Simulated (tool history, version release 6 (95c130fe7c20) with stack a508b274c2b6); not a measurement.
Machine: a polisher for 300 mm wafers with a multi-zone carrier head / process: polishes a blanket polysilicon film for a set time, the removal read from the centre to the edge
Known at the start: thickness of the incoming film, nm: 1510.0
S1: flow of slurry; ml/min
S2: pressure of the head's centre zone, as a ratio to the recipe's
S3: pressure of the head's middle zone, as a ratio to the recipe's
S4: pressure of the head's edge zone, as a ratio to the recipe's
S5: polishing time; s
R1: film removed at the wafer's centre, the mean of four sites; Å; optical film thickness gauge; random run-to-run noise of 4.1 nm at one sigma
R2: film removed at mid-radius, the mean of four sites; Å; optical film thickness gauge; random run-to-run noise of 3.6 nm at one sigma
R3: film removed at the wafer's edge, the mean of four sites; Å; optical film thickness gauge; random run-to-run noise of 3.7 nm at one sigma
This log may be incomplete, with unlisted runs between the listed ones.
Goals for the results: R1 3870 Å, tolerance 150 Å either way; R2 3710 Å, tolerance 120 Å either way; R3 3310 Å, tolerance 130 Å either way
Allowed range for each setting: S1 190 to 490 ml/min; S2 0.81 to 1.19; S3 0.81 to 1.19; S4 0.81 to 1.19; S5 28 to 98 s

run  hour   S1    S2    S3    S4  S5      R1      R2      R3
  1     0  315     1     1     1  63  5791.3  5782.8  5770.4
  2   8.3  315  0.92     1     1  63  5307.5  5681.4  5766.8
  3  17.1  315  0.92  0.94     1  63  5282.5    5556  5817.9
  4    18  315  0.94  0.95  0.97  58  4985.6  5041.1  5130.4
  5  24.2  315  0.94  0.88  0.97  58  4926.6  4796.8    5111
  6  26.3  365  0.94  0.88  0.97  58  5068.6  4835.5  5258.5
  7  32.5  275  1.04  0.98  0.87  40  3750.9  3524.3  3395.3
  8  40.4  280  1.04  0.99  0.86  40  3806.7  3572.5  3400.4

Next run, 5 choices. One meets every target within its allowed miss, the rest don't. Which?
  A  48.3  275  1.18  1.02  0.81  39   ?   ?   ?
  B  48.3  275  1.02  0.93  0.94  40   ?   ?   ?
  C  48.3  435  0.99  0.95  0.88  39   ?   ?   ?
  D  48.3  265  1.05  0.95   0.9  40   ?   ?   ?
  E  48.3  295  1.05  1.02  0.81  41   ?   ?   ?

move      R1      R2      R3
   A  4165.8  3533.4  3232.5
   B  3687.7  3415.8  3549.4
   C  3600.2  3473.7    3430
   D  3786.9  3453.6  3471.4
   E    3914  3734.6  3410.4
A: further off than the last run
B: further off than the last run
C: further off than the last run
D: further off than the last run
E: all results land within tolerance of their targets
Go with E: it meets all targets.
